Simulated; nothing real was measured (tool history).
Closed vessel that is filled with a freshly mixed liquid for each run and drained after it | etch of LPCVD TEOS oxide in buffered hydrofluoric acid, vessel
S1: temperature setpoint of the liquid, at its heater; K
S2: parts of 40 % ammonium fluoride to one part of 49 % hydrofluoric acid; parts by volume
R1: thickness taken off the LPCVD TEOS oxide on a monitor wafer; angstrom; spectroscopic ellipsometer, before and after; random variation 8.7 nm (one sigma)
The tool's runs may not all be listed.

Run 1, day 0: S1 295.15 K, S2 9.5 parts by volume, time in the liquid (s) 105. Result: R1 4596.5 angstrom.
Run 2, day 0.25: S1 296.15 K, S2 9 parts by volume, time in the liquid (s) 105. Result: R1 5014.9 angstrom.
Run 3, day 0.508: S1 296.15 K, S2 8 parts by volume, time in the liquid (s) 105. Result: R1 5802 angstrom.
Run 4, day 0.688: S1 296.65 K, S2 8 parts by volume, time in the liquid (s) 105. Result: R1 5918.3 angstrom.
Run 5, day 0.712: S1 297.15 K, S2 8 parts by volume, time in the liquid (s) 105. Result: R1 5999.9 angstrom.
Run 6, day 0.838: S1 297.15 K, S2 8 parts by volume, time in the liquid (s) 115. Result: R1 6690.6 angstrom.

The next listed run, before its measurement:
Run 7, day 0.908: S1 297.15 K, S2 8 parts by volume, time in the liquid (s) 115. Result: R1 ?.

Run 7 gave R1 6679.4 angstrom.

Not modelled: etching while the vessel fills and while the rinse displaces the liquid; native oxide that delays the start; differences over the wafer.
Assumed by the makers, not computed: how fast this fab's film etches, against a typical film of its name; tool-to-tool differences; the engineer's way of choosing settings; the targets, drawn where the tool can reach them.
